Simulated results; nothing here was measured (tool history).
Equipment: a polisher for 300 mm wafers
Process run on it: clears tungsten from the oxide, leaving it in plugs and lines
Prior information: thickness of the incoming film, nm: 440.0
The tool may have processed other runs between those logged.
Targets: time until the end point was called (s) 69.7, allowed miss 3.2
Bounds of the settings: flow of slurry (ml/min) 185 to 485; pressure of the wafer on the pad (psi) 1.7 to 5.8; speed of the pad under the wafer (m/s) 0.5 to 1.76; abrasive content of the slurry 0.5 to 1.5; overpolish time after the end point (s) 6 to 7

| run | hour | flow of slurry (ml/min) | pressure of the wafer on the pad (psi) | speed of the pad under the wafer (m/s) | abrasive content of the slurry | overpolish time after the end point (s) | time until the end point was called (s) |
|---|---|---|---|---|---|---|---|
| 1 | 0 | 310 | 3.7 | 1.12 | 1 | 7 | 84.69 |
| 2 | 6.1 | 310 | 3.7 | 1 | 1 | 7 | 93.743 |
| 3 | 8.8 | 310 | 3.7 | 1 | 1 | 6 | 92.454 |
| 4 | 12.8 | 310 | 4 | 1 | 1 | 6 | 86.069 |
| 5 | 15.2 | 310 | 4.2 | 1 | 1 | 6 | 80.877 |
| 6 | 21 | 310 | 3.6 | 1 | 1 | 6 | 93.718 |
| 7 | 22.7 | 310 | 4 | 1.02 | 1 | 6 | 82.842 |
| 8 | 31.6 | 310 | 4.2 | 1.02 | 1 | 6 | 82.634 |
| 9 | 35.9 | 310 | 4.4 | 1.02 | 1 | 6 | 76.74 |
| 10 | 44.6 | 310 | 4.5 | 1.02 | 1 | 6 | 74.766 |

Of the 5 settings listed for the next run, only one would bring every result within its allowed miss of target. Which one?
| A | 53.3 | 355 | 4.8 | 1.1 | 1.05 | 6 | ? |
| B | 53.3 | 345 | 5.2 | 1.08 | 0.95 | 6 | ? |
| C | 53.3 | 290 | 5.5 | 0.84 | 1.05 | 6 | ? |
| D | 53.3 | 320 | 5 | 1.18 | 1 | 6 | ? |
| E | 53.3 | 310 | 4.3 | 1 | 1.05 | 6 | ? |

| move | time until the end point was called (s) |
|---|---|
| A | 65.235 |
| B | 63.314 |
| C | 71.082 |
| D | 60.566 |
| E | 78.872 |
A: takes the biggest miss from the last run beyond its target
B: takes the biggest miss from the last run beyond its target
C: all results in spec
D: takes the biggest miss from the last run beyond its target
E: moves away from the targets compared with the last run
Go with C: it meets all targets.
